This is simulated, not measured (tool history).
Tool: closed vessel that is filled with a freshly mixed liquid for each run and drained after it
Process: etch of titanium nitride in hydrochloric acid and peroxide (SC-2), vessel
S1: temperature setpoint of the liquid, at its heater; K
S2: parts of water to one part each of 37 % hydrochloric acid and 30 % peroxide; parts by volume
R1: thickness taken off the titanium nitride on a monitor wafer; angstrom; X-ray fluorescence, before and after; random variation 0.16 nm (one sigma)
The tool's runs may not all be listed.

Run 1, hour 0: S1 322.15 K, S2 6 parts by volume, time in the liquid (s) 285. Result: R1 93.39 angstrom.
Run 2, hour 3.4: S1 323.15 K, S2 6 parts by volume, time in the liquid (s) 285. Result: R1 98.878 angstrom.
Run 3, hour 7: S1 323.15 K, S2 4.5 parts by volume, time in the liquid (s) 285. Result: R1 122.71 angstrom.
Run 4, hour 11: S1 323.65 K, S2 4.5 parts by volume, time in the liquid (s) 285. Result: R1 124.97 angstrom.
Run 5, hour 12.5: S1 323.65 K, S2 4 parts by volume, time in the liquid (s) 285. Result: R1 135.09 angstrom.
Run 6, hour 19.7: S1 323.65 K, S2 6 parts by volume, time in the liquid (s) 285. Result: R1 102.91 angstrom.
Run 7, hour 26.1: S1 324.65 K, S2 6 parts by volume, time in the liquid (s) 285. Result: R1 110.1 angstrom.
Run 8, hour 29: S1 325.65 K, S2 6 parts by volume, time in the liquid (s) 285. Result: R1 118.99 angstrom.

Run 9 comes next. What will it give?
Run 9, hour 30.3: S1 326.15 K, S2 6 parts by volume, time in the liquid (s) 285. Result: R1 ?.

{"run 9": {"R1": 120.58}}

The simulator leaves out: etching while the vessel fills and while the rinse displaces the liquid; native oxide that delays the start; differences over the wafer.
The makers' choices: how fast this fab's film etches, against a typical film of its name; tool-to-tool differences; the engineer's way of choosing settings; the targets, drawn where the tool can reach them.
